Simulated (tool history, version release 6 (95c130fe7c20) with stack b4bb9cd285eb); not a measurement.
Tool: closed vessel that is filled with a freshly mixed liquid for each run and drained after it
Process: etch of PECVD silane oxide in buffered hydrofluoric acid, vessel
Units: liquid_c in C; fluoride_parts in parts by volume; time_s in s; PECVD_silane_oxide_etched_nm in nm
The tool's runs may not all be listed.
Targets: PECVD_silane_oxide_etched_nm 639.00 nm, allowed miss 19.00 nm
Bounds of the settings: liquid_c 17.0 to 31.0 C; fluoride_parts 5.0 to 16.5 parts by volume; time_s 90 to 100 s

{"run": 1, "hour": 0.0, "liquid_c": 23.0, "fluoride_parts": 10.0, "time_s": 90, "PECVD_silane_oxide_etched_nm": 437.32}
{"run": 2, "hour": 5.5, "liquid_c": 24.0, "fluoride_parts": 10.0, "time_s": 90, "PECVD_silane_oxide_etched_nm": 467.53}
{"run": 3, "hour": 14.3, "liquid_c": 24.0, "fluoride_parts": 7.5, "time_s": 90, "PECVD_silane_oxide_etched_nm": 596.44}
{"run": 4, "hour": 18.5, "liquid_c": 24.0, "fluoride_parts": 8.5, "time_s": 90, "PECVD_silane_oxide_etched_nm": 529.87}
{"run": 5, "hour": 27.1, "liquid_c": 24.0, "fluoride_parts": 6.5, "time_s": 90, "PECVD_silane_oxide_etched_nm": 693.85}
{"run": 6, "hour": 33.1, "liquid_c": 24.0, "fluoride_parts": 5.0, "time_s": 90, "PECVD_silane_oxide_etched_nm": 868.84}
{"run": 7, "hour": 37.7, "liquid_c": 23.0, "fluoride_parts": 5.0, "time_s": 90, "PECVD_silane_oxide_etched_nm": 827.65}
{"run": 8, "hour": 41.1, "liquid_c": 19.0, "fluoride_parts": 5.0, "time_s": 90, "PECVD_silane_oxide_etched_nm": 662.4}

5 next moves are on the table. One of them brings every result within its allowed miss. Which?
{"run": "A", "hour": 44.5, "liquid_c": 17.5, "fluoride_parts": 5.0, "time_s": 100, "PECVD_silane_oxide_etched_nm": "?"}
{"run": "B", "hour": 44.5, "liquid_c": 21.5, "fluoride_parts": 6.5, "time_s": 100, "PECVD_silane_oxide_etched_nm": "?"}
{"run": "C", "hour": 44.5, "liquid_c": 19.5, "fluoride_parts": 5.0, "time_s": 90, "PECVD_silane_oxide_etched_nm": "?"}
{"run": "D", "hour": 44.5, "liquid_c": 18.0, "fluoride_parts": 5.0, "time_s": 100, "PECVD_silane_oxide_etched_nm": "?"}
{"run": "E", "hour": 44.5, "liquid_c": 20.5, "fluoride_parts": 6.5, "time_s": 100, "PECVD_silane_oxide_etched_nm": "?"}

move=A PECVD_silane_oxide_etched_nm=663.79
move=B PECVD_silane_oxide_etched_nm=664.05
move=C PECVD_silane_oxide_etched_nm=668.73
move=D PECVD_silane_oxide_etched_nm=682.87
move=E PECVD_silane_oxide_etched_nm=628.18
A: further off than the last run
B: further off than the last run
C: further off than the last run
D: further off than the last run
E: meets every target
Move E is the one to make.
